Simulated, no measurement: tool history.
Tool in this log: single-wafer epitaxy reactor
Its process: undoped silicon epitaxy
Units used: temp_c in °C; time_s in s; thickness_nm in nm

Run 1, hour 0.0: temp_c 665 °C, time_s 294 s. Result: thickness_nm 67.554 nm.
Run 2, hour 1.8: temp_c 670 °C, time_s 295 s. Result: thickness_nm 74.028 nm.
Run 3, hour 4.2: temp_c 670 °C, time_s 258 s. Result: thickness_nm 64.701 nm.
Run 4, hour 11.0: temp_c 675 °C, time_s 265 s. Result: thickness_nm 72.655 nm.
Run 5, hour 19.0: temp_c 679 °C, time_s 271 s. Result: thickness_nm 80.045 nm.
Run 6, hour 23.5: temp_c 682 °C, time_s 275 s. Result: thickness_nm 85.980 nm.
Run 7, hour 25.7: temp_c 684 °C, time_s 278 s. Result: thickness_nm 89.710 nm.

What does the tool deliver on the next run?
Run 8, hour 31.4: temp_c 685 °C, time_s 280 s. Result: thickness_nm ?.

Run 8 came out at thickness_nm 91.996 nm.
